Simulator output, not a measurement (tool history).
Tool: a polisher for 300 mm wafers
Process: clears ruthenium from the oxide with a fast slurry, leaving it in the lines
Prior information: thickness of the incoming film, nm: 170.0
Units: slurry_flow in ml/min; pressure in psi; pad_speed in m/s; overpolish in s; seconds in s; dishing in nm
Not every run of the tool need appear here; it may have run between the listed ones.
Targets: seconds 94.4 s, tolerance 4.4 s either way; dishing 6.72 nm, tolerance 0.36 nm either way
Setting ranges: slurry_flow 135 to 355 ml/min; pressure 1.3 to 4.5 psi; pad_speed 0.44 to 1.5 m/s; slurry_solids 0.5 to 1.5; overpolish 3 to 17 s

run,day,slurry_flow,pressure,pad_speed,slurry_solids,overpolish,seconds,dishing
1,0,225,2.9,0.96,1,9,37.294,34.765
2,0.038,220,2.6,0.82,0.95,7,47.693,22.678
3,0.088,220,2.1,0.82,0.95,7,58.039,18.381
4,0.292,200,2.1,0.82,0.95,7,58.347,18.219
5,0.471,180,1.9,0.76,0.95,6,70.917,13.603
6,0.504,180,1.9,0.76,0.85,6,73.253,13.022
7,0.525,175,1.8,0.74,0.75,5,81.558,9.8916
8,0.642,190,1.6,0.68,0.65,3,98.737,4.6526

Of the 4 settings listed for the next run, only one would bring every result within its allowed miss of target. Which one?
A,0.758,145,1.5,0.62,0.75,4,?,?
B,0.758,135,1.5,0.7,0.75,5,?,?
C,0.758,255,1.6,0.82,0.5,4,?,?
D,0.758,140,1.3,0.9,0.8,5,?,?

move,seconds,dishing
A,112.05,5.8677
B,104.27,7.8477
C,95.901,6.8411
D,97.36,8.394
A: gains on the last run, yet a result remains outside its allowed miss
B: the result that was furthest off in the last run now lies on the other side of its target
C: each result inside its tolerance
D: the result that was furthest off in the last run now lies on the other side of its target
Move C is the one to make.

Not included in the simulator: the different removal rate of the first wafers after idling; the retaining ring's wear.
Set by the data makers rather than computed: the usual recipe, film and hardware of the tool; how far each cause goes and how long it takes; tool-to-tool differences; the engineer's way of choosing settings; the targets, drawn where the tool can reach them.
